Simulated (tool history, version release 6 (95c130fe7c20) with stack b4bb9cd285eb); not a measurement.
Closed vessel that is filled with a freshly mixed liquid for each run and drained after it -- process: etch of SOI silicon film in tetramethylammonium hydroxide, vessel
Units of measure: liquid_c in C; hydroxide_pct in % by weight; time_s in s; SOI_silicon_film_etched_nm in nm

run  hour  liquid_c  hydroxide_pct  time_s  SOI_silicon_film_etched_nm
  1   0.0      73.0           14.5      95                      751.99
  2   8.8      76.5           14.5      95                      924.45
  3  17.7      81.5           14.5      95                     1212.00
  4  26.2      80.0           14.5      95                     1117.30
  5  29.3      80.0           14.5      95                     1119.80
  6  32.3      79.0           14.5      95                     1056.00
  7  33.7      78.0           14.5      95                     1000.80
  8  34.5      78.0           14.5      95                      999.30
  9  39.2      77.5           14.5      95                      972.84

Run 10 comes next. What will it give?
 10  41.9      77.0           14.5      95                           ?

Run 10 gave SOI_silicon_film_etched_nm 944.44 nm.
